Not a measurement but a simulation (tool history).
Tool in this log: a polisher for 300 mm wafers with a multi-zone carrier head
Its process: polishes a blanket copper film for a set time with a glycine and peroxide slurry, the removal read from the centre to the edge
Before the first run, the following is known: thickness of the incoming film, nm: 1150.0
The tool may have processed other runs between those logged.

run,hour,flow of slurry (ml/min),pressure of the head's centre zone,pressure of the head's middle zone,pressure of the head's edge zone,polishing time (s),film removed at the wafer's centre (nm),film removed at mid-radius (nm),film removed at the wafer's edge (nm)
1,0,140,1,1,1,81,435.89,425.42,424.32
2,5.8,140,0.99,1,0.97,75,397.3,394.5,383.99
3,12.5,140,0.99,1,0.93,75,400.12,399.53,381.78
4,19.5,140,0.96,1,0.93,75,387.81,401.29,374.79
5,27.2,140,0.96,1,0.93,64,332.25,341.17,323.15
6,31.4,140,0.96,1,0.93,44,229.3,231.96,222.28
7,32.8,150,0.96,1,0.93,44,234.95,231.86,228.63
8,40.5,155,0.96,1.02,0.93,44,234.89,242.56,225.5
9,43,160,0.96,1.02,0.94,45,240.83,249.48,228.34

Run 10 has not been measured yet. What should we expect?
10,50.4,160,0.96,1.02,0.94,46,?,?,?

For run 10 the tool returned film removed at the wafer's centre (nm) 243.59, film removed at mid-radius (nm) 255.95, film removed at the wafer's edge (nm) 239.57.
